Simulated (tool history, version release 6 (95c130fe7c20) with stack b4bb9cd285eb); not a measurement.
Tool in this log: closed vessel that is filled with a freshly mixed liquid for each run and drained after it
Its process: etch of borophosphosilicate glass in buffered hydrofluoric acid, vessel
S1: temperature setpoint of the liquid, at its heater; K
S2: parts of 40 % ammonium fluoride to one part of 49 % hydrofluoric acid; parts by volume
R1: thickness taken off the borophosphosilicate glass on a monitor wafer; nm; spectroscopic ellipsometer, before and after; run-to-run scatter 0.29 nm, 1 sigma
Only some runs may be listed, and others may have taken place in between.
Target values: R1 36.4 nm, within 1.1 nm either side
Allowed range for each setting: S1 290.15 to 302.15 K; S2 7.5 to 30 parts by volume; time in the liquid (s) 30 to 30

{"run": 1, "hour": 0.0, "S1": 294.15, "S2": 22, "time in the liquid (s)": 30, "R1": 15.041}
{"run": 2, "hour": 3.0, "S1": 294.15, "S2": 22, "time in the liquid (s)": 30, "R1": 15.018}
{"run": 3, "hour": 6.4, "S1": 294.15, "S2": 22, "time in the liquid (s)": 30, "R1": 15.062}
{"run": 4, "hour": 15.5, "S1": 296.15, "S2": 18.5, "time in the liquid (s)": 30, "R1": 19.283}
{"hour": 17.0, "done": "thermometer replaced"}
{"run": 5, "hour": 17.0, "S1": 297.65, "S2": 16.5, "time in the liquid (s)": 30, "R1": 25.516}
{"run": 6, "hour": 21.5, "S1": 297.65, "S2": 21, "time in the liquid (s)": 30, "R1": 20.681}
{"run": 7, "hour": 30.5, "S1": 298.65, "S2": 19.5, "time in the liquid (s)": 30, "R1": 22.856}
{"run": 8, "hour": 35.8, "S1": 302.15, "S2": 12.5, "time in the liquid (s)": 30, "R1": 42.247}
{"run": 9, "hour": 40.9, "S1": 301.65, "S2": 12.5, "time in the liquid (s)": 30, "R1": 41.834}
{"run": 10, "hour": 46.8, "S1": 301.15, "S2": 12.5, "time in the liquid (s)": 30, "R1": 40.506}
{"run": 11, "hour": 47.8, "S1": 300.65, "S2": 12.5, "time in the liquid (s)": 30, "R1": 39.504}
{"run": 12, "hour": 56.5, "S1": 300.15, "S2": 12.5, "time in the liquid (s)": 30, "R1": 37.928}

Of the 5 settings listed for the next run, only one would bring every result within its allowed miss of target. Which one?
{"run": "A", "hour": 65.2, "S1": 302.15, "S2": 13, "time in the liquid (s)": 30, "R1": "?"}
{"run": "B", "hour": 65.2, "S1": 300.15, "S2": 12, "time in the liquid (s)": 30, "R1": "?"}
{"run": "C", "hour": 65.2, "S1": 302.15, "S2": 14, "time in the liquid (s)": 30, "R1": "?"}
{"run": "D", "hour": 65.2, "S1": 299.15, "S2": 11.5, "time in the liquid (s)": 30, "R1": "?"}
{"run": "E", "hour": 65.2, "S1": 297.65, "S2": 11.5, "time in the liquid (s)": 30, "R1": "?"}

move=A R1=41.142
move=B R1=40.057
move=C R1=38.252
move=D R1=39.605
move=E R1=36.548
A: moves away from the targets compared with the last run
B: moves away from the targets compared with the last run
C: moves away from the targets compared with the last run
D: moves away from the targets compared with the last run
E: all results land within tolerance of their targets
E meets every target.
